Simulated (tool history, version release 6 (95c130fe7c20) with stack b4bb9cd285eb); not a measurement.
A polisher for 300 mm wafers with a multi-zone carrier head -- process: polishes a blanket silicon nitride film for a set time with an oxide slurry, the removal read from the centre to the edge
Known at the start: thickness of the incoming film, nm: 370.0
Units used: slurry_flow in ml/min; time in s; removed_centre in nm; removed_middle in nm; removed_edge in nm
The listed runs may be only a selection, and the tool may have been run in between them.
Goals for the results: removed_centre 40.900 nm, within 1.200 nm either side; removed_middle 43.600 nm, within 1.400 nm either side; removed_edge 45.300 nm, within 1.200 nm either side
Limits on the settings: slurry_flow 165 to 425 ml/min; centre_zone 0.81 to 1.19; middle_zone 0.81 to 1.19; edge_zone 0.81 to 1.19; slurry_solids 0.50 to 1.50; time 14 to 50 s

run	hour	slurry_flow	centre_zone	middle_zone	edge_zone	slurry_solids	time	removed_centre	removed_middle	removed_edge
1	0.0	275	1.00	1.00	1.00	1.00	32	34.007	33.625	32.737
2	2.8	275	0.99	1.01	1.05	1.15	32	35.670	36.748	36.963
3	10.7	285	1.00	1.03	1.09	1.20	32	37.050	38.110	38.039
4	11.7	285	1.00	1.03	1.11	1.30	32	39.190	40.326	39.687
5	19.6	345	1.00	1.03	1.11	1.30	32	40.337	40.746	41.356
# hour 25.8: slurry nozzle cleaned
6	25.8	360	0.99	1.04	1.13	1.30	32	42.270	43.084	42.583
7	33.7	360	0.97	1.03	1.15	1.30	32	41.417	43.399	42.267
8	34.4	350	0.94	0.98	1.16	1.35	32	40.639	42.005	43.538

Pick the move, out of 5, that brings all results within their allowed miss; only one does.
A	35.1	405	0.85	0.90	1.19	1.40	35	?	?	?
B	35.1	205	0.81	0.92	1.18	1.30	38	?	?	?
C	35.1	275	0.88	1.01	1.18	1.40	33	?	?	?
D	35.1	390	0.93	1.00	1.18	1.10	36	?	?	?
E	35.1	270	0.98	1.00	1.17	1.45	33	?	?	?

move	removed_centre	removed_middle	removed_edge
A	40.972	43.499	49.852
B	37.656	43.102	49.183
C	38.471	43.559	45.450
D	40.972	43.353	45.277
E	43.410	43.719	45.851
A: moves the result that the last run missed by most past its target, out the other side
B: moves the result that the last run missed by most past its target, out the other side
C: corrects the largest miss of the last run, while another result sits out of spec
D: all results land within tolerance of their targets
E: corrects the largest miss of the last run, while another result sits out of spec
So the answer is move D, the one that meets all the targets.

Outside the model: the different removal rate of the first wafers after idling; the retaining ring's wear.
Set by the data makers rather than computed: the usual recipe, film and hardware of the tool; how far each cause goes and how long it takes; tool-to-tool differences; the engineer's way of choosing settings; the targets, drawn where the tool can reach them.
